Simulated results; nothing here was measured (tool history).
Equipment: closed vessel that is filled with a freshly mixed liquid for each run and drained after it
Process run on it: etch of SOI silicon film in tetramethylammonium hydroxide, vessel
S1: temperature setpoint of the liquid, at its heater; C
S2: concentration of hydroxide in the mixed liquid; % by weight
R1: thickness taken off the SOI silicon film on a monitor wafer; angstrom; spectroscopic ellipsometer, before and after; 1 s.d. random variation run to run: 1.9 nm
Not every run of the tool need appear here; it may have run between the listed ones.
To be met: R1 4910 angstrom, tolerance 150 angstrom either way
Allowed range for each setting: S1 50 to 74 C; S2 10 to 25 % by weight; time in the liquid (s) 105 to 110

{"run": 1, "day": 0.0, "S1": 61, "S2": 19.5, "time in the liquid (s)": 105, "R1": 3354}
{"run": 2, "day": 0.15, "S1": 61, "S2": 19.5, "time in the liquid (s)": 110, "R1": 3544.8}
{"run": 3, "day": 0.454, "S1": 61.5, "S2": 19.5, "time in the liquid (s)": 110, "R1": 3610.4}
{"run": 4, "day": 0.771, "S1": 62, "S2": 19.5, "time in the liquid (s)": 110, "R1": 3749.9}
{"run": 5, "day": 1.112, "S1": 62.5, "S2": 19.5, "time in the liquid (s)": 110, "R1": 3890.6}
{"run": 6, "day": 1.375, "S1": 62.5, "S2": 19.5, "time in the liquid (s)": 110, "R1": 3876.9}
{"run": 7, "day": 1.671, "S1": 63, "S2": 19.5, "time in the liquid (s)": 110, "R1": 3993.2}
{"run": 8, "day": 1.833, "S1": 63.5, "S2": 19.5, "time in the liquid (s)": 110, "R1": 4117.9}
{"run": 9, "day": 1.917, "S1": 67, "S2": 19.5, "time in the liquid (s)": 110, "R1": 5089.3}

Exactly one of the 5 candidate moves below puts every result within its allowed miss. Which one?
{"run": "A", "day": 2.0, "S1": 67.5, "S2": 22, "time in the liquid (s)": 110, "R1": "?"}
{"run": "B", "day": 2.0, "S1": 67.5, "S2": 18, "time in the liquid (s)": 110, "R1": "?"}
{"run": "C", "day": 2.0, "S1": 66.5, "S2": 17.5, "time in the liquid (s)": 110, "R1": "?"}
{"run": "D", "day": 2.0, "S1": 68, "S2": 20, "time in the liquid (s)": 110, "R1": "?"}
{"run": "E", "day": 2.0, "S1": 66.5, "S2": 15.5, "time in the liquid (s)": 110, "R1": "?"}

move=A R1=4941.4
move=B R1=5429.8
move=C R1=5172.4
move=D R1=5342.1
move=E R1=5402.4
A: in spec on every target
B: its largest miss is bigger than the last run's
C: its largest miss is bigger than the last run's
D: its largest miss is bigger than the last run's
E: its largest miss is bigger than the last run's
Move A is the one to make.
